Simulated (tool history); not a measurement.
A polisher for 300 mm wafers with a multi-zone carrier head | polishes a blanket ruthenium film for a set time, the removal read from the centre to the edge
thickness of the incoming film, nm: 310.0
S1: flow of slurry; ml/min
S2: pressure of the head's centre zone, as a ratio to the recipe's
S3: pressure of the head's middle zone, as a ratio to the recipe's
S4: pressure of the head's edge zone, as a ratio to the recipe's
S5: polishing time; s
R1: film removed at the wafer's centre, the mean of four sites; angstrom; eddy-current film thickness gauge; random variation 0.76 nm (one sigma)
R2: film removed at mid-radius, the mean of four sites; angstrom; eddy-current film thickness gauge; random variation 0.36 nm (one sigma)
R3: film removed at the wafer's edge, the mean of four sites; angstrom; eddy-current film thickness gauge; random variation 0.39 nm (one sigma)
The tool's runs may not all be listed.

run,hour,S1,S2,S3,S4,S5,R1,R2,R3
1,0.0,240,1.00,1.00,1.00,42,397.86,390.48,385.70
2,3.8,250,1.03,1.01,1.03,43,419.44,407.24,398.11
3,4.6,255,1.05,1.00,1.05,44,432.65,413.16,408.20
4,5.3,220,1.05,1.00,1.05,44,415.31,412.21,406.15
5,11.9,275,1.05,1.00,1.05,44,438.48,413.88,410.95
6,19.7,275,0.98,1.00,1.05,44,416.56,418.86,407.27
7,23.9,275,0.98,1.00,1.05,44,410.78,411.18,411.26
8,25.0,285,1.01,0.99,1.05,45,434.55,423.80,420.62
9,31.9,290,1.04,0.98,1.05,46,457.70,432.06,433.01

The next listed run, before its measurement:
10,32.9,295,1.06,0.98,1.05,46,?,?,?

Run 10 gave R1 462.46 angstrom, R2 427.60 angstrom, R3 436.98 angstrom.
